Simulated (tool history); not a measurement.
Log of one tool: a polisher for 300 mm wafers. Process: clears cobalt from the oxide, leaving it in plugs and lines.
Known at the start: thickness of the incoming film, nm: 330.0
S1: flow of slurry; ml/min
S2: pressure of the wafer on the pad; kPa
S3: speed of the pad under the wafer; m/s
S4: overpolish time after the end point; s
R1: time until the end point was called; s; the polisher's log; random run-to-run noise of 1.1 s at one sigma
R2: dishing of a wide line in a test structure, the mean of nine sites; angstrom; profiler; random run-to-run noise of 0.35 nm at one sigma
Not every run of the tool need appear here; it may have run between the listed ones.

Run 1, hour 0.0: S1 190 ml/min, S2 9.0 kPa, S3 1.02 m/s, S4 25 s. Result: R1 83.233 s, R2 495.44 angstrom.
Run 2, hour 1.5: S1 190 ml/min, S2 11.0 kPa, S3 1.02 m/s, S4 25 s. Result: R1 69.761 s, R2 529.35 angstrom.
Run 3, hour 3.6: S1 235 ml/min, S2 11.0 kPa, S3 1.02 m/s, S4 25 s. Result: R1 67.440 s, R2 548.21 angstrom.
Run 4, hour 9.2: S1 235 ml/min, S2 11.0 kPa, S3 0.88 m/s, S4 25 s. Result: R1 75.861 s, R2 509.27 angstrom.
Run 5, hour 14.2: S1 255 ml/min, S2 11.0 kPa, S3 0.88 m/s, S4 25 s. Result: R1 78.962 s, R2 506.44 angstrom.
Run 6, hour 19.4: S1 255 ml/min, S2 11.0 kPa, S3 0.88 m/s, S4 29 s. Result: R1 79.281 s, R2 523.87 angstrom.
Run 7, hour 24.9: S1 255 ml/min, S2 11.0 kPa, S3 0.88 m/s, S4 29 s. Result: R1 77.718 s, R2 532.20 angstrom.
Run 8, hour 32.8: S1 230 ml/min, S2 11.7 kPa, S3 0.80 m/s, S4 25 s. Result: R1 82.324 s, R2 511.01 angstrom.
Run 9, hour 40.7: S1 245 ml/min, S2 10.3 kPa, S3 0.88 m/s, S4 22 s. Result: R1 83.709 s, R2 457.45 angstrom.

Estimate the outcome of run 10 from the log above:
Run 10, hour 47.2: S1 295 ml/min, S2 7.6 kPa, S3 1.16 m/s, S4 10 s. Result: R1 ?, R2 ?.

Run 10 gave R1 81.884 s, R2 299.92 angstrom.
